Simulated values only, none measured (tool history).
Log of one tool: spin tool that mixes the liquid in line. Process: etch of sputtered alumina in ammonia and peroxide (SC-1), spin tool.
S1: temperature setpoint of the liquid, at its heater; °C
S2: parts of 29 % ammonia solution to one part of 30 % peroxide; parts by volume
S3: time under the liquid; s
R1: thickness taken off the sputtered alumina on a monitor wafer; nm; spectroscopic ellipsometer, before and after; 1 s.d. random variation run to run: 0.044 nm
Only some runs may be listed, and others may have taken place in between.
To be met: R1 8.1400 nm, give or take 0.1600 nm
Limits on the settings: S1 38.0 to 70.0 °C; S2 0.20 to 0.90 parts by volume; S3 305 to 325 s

run	hour	S1	S2	S3	R1
1	0.0	54.0	0.50	305	10.6290
2	5.0	53.0	0.50	305	10.1410
3	6.7	53.0	0.45	305	10.0000
4	8.7	60.0	0.45	305	14.4290
5	14.0	60.0	0.45	325	15.2530
6	15.4	57.0	0.45	325	13.2070
7	21.0	55.0	0.45	325	11.7670
8	23.6	53.5	0.45	325	10.9460
9	30.2	52.5	0.45	325	10.3720
10	34.3	51.5	0.45	325	9.7790
11	41.4	51.0	0.45	325	9.5641

Pick the move, out of 5, that brings all results within their allowed miss; only one does.
A	48.5	55.0	0.45	325	?
B	48.5	50.0	0.55	305	?
C	48.5	49.0	0.55	305	?
D	48.5	48.0	0.45	310	?
E	48.5	48.0	0.40	315	?

move	R1
A	11.8860
B	8.6768
C	8.2110
D	7.7456
E	7.7829
A: its largest miss is bigger than the last run's
B: an improvement on the last run, though not all results are within tolerance
C: hits every target within its allowed miss
D: the result that was furthest off in the last run now lies on the other side of its target
E: the result that was furthest off in the last run now lies on the other side of its target
The right move is C.

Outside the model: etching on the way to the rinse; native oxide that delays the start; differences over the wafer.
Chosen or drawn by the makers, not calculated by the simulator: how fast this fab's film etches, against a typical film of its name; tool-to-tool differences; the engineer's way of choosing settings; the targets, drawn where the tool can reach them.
